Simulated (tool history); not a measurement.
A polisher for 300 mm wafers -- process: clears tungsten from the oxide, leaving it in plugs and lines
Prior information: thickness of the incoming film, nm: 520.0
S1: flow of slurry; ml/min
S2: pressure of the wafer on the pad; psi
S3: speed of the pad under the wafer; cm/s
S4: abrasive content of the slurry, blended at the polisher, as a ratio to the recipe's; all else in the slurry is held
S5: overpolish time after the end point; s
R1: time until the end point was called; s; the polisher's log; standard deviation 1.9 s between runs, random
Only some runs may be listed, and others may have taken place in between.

run 1 hour=0.0 | S1=170 S2=4.3 S3=88 S4=1.0 S5=31 | R1=115.29
run 2 hour=1.8 | S1=170 S2=4.0 S3=88 S4=1.0 S5=31 | R1=125.46
run 3 hour=2.4 | S1=195 S2=4.0 S3=88 S4=1.0 S5=31 | R1=122.08
run 4 hour=6.4 | S1=170 S2=4.0 S3=88 S4=1.0 S5=31 | R1=127.46
run 5 hour=8.4 | S1=165 S2=3.9 S3=88 S4=1.0 S5=31 | R1=128.66
run 6 hour=15.0 | S1=195 S2=3.9 S3=88 S4=1.0 S5=31 | R1=126.21
run 7 hour=16.0 | S1=195 S2=3.7 S3=88 S4=1.0 S5=31 | R1=132.15

What will run 8 give?
run 8 hour=23.2 | S1=185 S2=2.7 S3=86 S4=1.0 S5=31 | R1=?

R1: 184.73 s
